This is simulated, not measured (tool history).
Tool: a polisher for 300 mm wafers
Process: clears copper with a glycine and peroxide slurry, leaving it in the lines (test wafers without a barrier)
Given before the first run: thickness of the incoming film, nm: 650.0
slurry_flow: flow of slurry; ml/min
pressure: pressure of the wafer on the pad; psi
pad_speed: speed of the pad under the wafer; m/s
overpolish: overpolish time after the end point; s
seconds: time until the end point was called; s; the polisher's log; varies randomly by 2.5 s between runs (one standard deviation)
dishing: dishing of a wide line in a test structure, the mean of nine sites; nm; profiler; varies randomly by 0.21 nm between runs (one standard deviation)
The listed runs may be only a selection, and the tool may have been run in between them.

| run | hour | slurry_flow | pressure | pad_speed | overpolish | seconds | dishing |
|---|---|---|---|---|---|---|---|
| 1 | 0.0 | 200 | 2.5 | 0.86 | 13 | 148.23 | 27.833 |
| 2 | 2.6 | 200 | 2.3 | 0.86 | 12 | 159.66 | 26.114 |
| 3 | 4.0 | 200 | 2.1 | 0.86 | 12 | 170.41 | 25.435 |
| 4 | 5.6 | 200 | 2.1 | 0.86 | 17 | 169.53 | 31.096 |
| 5 | 10.5 | 200 | 2.1 | 0.68 | 17 | 195.23 | 29.519 |
| 6 | 18.0 | 190 | 2.1 | 0.68 | 15 | 201.45 | 26.227 |

Run 7 has not been measured yet. What should we expect?
| 7 | 26.1 | 185 | 2.1 | 0.68 | 13 | ? | ? |

seconds: 197.52 s
dishing: 24.457 nm

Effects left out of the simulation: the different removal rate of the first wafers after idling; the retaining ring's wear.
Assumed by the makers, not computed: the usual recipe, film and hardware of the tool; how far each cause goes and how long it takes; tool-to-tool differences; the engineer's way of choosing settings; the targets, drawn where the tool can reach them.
